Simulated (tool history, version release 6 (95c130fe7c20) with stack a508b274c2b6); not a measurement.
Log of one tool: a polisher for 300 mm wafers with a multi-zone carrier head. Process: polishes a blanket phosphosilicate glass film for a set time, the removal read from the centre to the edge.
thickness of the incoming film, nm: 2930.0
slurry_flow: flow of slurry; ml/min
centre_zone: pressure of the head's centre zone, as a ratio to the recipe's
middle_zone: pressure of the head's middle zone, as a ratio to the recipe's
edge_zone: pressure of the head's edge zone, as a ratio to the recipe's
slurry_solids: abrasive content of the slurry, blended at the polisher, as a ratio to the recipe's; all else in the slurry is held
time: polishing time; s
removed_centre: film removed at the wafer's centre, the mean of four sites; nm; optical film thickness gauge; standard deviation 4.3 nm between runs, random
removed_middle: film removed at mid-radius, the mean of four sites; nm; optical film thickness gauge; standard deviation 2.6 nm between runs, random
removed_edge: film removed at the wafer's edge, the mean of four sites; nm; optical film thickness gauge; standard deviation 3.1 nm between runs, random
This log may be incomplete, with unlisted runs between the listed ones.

Run 1, hour 0.0: slurry_flow 265 ml/min, centre_zone 1.00, middle_zone 1.00, edge_zone 1.00, slurry_solids 1.00, time 83 s. Result: removed_centre 585.69 nm, removed_middle 591.04 nm, removed_edge 594.47 nm.
Run 2, hour 7.9: slurry_flow 265 ml/min, centre_zone 1.00, middle_zone 1.00, edge_zone 1.00, slurry_solids 0.90, time 83 s. Result: removed_centre 552.10 nm, removed_middle 564.43 nm, removed_edge 561.47 nm.
Run 3, hour 8.8: slurry_flow 260 ml/min, centre_zone 1.01, middle_zone 0.98, edge_zone 0.99, slurry_solids 0.85, time 80 s. Result: removed_centre 524.35 nm, removed_middle 518.53 nm, removed_edge 518.96 nm.
Run 4, hour 11.3: slurry_flow 255 ml/min, centre_zone 1.01, middle_zone 0.96, edge_zone 0.98, slurry_solids 0.80, time 78 s. Result: removed_centre 493.85 nm, removed_middle 471.77 nm, removed_edge 487.74 nm.
Run 5, hour 19.2: slurry_flow 255 ml/min, centre_zone 1.01, middle_zone 0.96, edge_zone 0.98, slurry_solids 0.80, time 63 s. Result: removed_centre 392.09 nm, removed_middle 381.70 nm, removed_edge 388.88 nm.
Run 6, hour 27.3: slurry_flow 255 ml/min, centre_zone 1.01, middle_zone 0.96, edge_zone 1.06, slurry_solids 0.80, time 63 s. Result: removed_centre 389.22 nm, removed_middle 381.99 nm, removed_edge 408.02 nm.
Run 7, hour 29.2: slurry_flow 250 ml/min, centre_zone 1.01, middle_zone 0.95, edge_zone 1.04, slurry_solids 0.75, time 63 s. Result: removed_centre 386.62 nm, removed_middle 363.44 nm, removed_edge 383.39 nm.
Run 8, hour 37.6: slurry_flow 245 ml/min, centre_zone 1.01, middle_zone 0.94, edge_zone 1.03, slurry_solids 0.75, time 63 s. Result: removed_centre 370.01 nm, removed_middle 361.86 nm, removed_edge 382.73 nm.

Expected results for the next run?
Run 9, hour 41.1: slurry_flow 240 ml/min, centre_zone 1.02, middle_zone 0.93, edge_zone 1.02, slurry_solids 0.75, time 63 s. Result: removed_centre ?, removed_middle ?, removed_edge ?.

removed_centre: 376.38 nm
removed_middle: 355.94 nm
removed_edge: 381.52 nm
